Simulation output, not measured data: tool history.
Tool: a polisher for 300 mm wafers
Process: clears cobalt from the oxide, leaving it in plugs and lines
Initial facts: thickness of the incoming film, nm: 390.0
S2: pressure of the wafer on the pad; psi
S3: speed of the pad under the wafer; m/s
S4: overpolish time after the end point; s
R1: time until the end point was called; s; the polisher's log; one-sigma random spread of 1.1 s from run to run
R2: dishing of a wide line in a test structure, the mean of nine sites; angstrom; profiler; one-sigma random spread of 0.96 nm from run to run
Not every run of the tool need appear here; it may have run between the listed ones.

{"run": 1, "hour": 0.0, "flow of slurry (ml/min)": 265, "S2": 2, "S3": 0.8, "S4": 22, "R1": 88.072, "R2": 419.99}
{"run": 2, "hour": 7.4, "flow of slurry (ml/min)": 265, "S2": 2.4, "S3": 0.8, "S4": 22, "R1": 78.349, "R2": 423.62}
{"run": 3, "hour": 9.7, "flow of slurry (ml/min)": 265, "S2": 2.4, "S3": 0.8, "S4": 31, "R1": 79.43, "R2": 454.34}
{"run": 4, "hour": 16.6, "flow of slurry (ml/min)": 265, "S2": 2.3, "S3": 0.8, "S4": 31, "R1": 81.316, "R2": 455.05}
{"run": 5, "hour": 25.1, "flow of slurry (ml/min)": 265, "S2": 2.2, "S3": 0.8, "S4": 31, "R1": 83.025, "R2": 483.77}
{"run": 6, "hour": 33.6, "flow of slurry (ml/min)": 265, "S2": 2.1, "S3": 0.8, "S4": 29, "R1": 85.557, "R2": 449.1}
{"run": 7, "hour": 35.7, "flow of slurry (ml/min)": 265, "S2": 2, "S3": 0.8, "S4": 29, "R1": 89.055, "R2": 436.01}
{"run": 8, "hour": 39.0, "flow of slurry (ml/min)": 265, "S2": 2, "S3": 0.8, "S4": 29, "R1": 88.308, "R2": 439.18}

Forecast run 9:
{"run": 9, "hour": 46.6, "flow of slurry (ml/min)": 265, "S2": 1.9, "S3": 0.8, "S4": 30, "R1": "?", "R2": "?"}

R1: 90.705 s
R2: 449.93 angstrom
